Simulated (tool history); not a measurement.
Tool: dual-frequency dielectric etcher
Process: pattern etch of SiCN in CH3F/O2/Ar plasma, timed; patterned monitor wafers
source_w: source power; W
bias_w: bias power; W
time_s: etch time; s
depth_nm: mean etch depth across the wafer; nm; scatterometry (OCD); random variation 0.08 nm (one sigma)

{"run": 1, "hour": 0.0, "source_w": 520, "bias_w": 70, "time_s": 42, "depth_nm": 17.573}
{"run": 2, "hour": 2.9, "source_w": 600, "bias_w": 70, "time_s": 42, "depth_nm": 18.292}
{"run": 3, "hour": 9.4, "source_w": 600, "bias_w": 70, "time_s": 42, "depth_nm": 18.123}
{"run": 4, "hour": 13.1, "source_w": 600, "bias_w": 70, "time_s": 39, "depth_nm": 17.012}
{"run": 5, "hour": 15.4, "source_w": 570, "bias_w": 67, "time_s": 39, "depth_nm": 16.346}
{"run": 6, "hour": 16.6, "source_w": 570, "bias_w": 54, "time_s": 39, "depth_nm": 14.724}

Run 7 comes next. What will it give?
{"run": 7, "hour": 21.4, "source_w": 560, "bias_w": 54, "time_s": 39, "depth_nm": "?"}

depth_nm: 14.791 nm
